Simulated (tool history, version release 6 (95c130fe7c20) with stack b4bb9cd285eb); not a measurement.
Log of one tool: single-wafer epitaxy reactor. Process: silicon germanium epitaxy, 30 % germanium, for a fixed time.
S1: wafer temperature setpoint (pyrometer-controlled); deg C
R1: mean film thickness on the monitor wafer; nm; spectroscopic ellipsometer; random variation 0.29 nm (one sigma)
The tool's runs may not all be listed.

Run 1, hour 0.0: S1 575 deg C, chamber pressure (Torr) 27.3. Result: R1 41.118 nm.
Run 2, hour 5.9: S1 570 deg C, chamber pressure (Torr) 27.3. Result: R1 36.179 nm.
Run 3, hour 13.5: S1 574 deg C, chamber pressure (Torr) 27.4. Result: R1 40.486 nm.
Run 4, hour 17.6: S1 574 deg C, chamber pressure (Torr) 24.7. Result: R1 38.625 nm.
Run 5, hour 22.1: S1 574 deg C, chamber pressure (Torr) 21.6. Result: R1 36.624 nm.
Run 6, hour 29.3: S1 574 deg C, chamber pressure (Torr) 19.3. Result: R1 35.228 nm.
Run 7, hour 36.3: S1 578 deg C, chamber pressure (Torr) 19.4. Result: R1 37.954 nm.
Run 8, hour 42.2: S1 582 deg C, chamber pressure (Torr) 19.5. Result: R1 41.872 nm.
Run 9, hour 47.5: S1 584 deg C, chamber pressure (Torr) 19.6. Result: R1 43.682 nm.

Run 10 comes next. What will it give?
Run 10, hour 50.8: S1 586 deg C, chamber pressure (Torr) 19.6. Result: R1 ?.

Run 10 gave R1 45.378 nm.
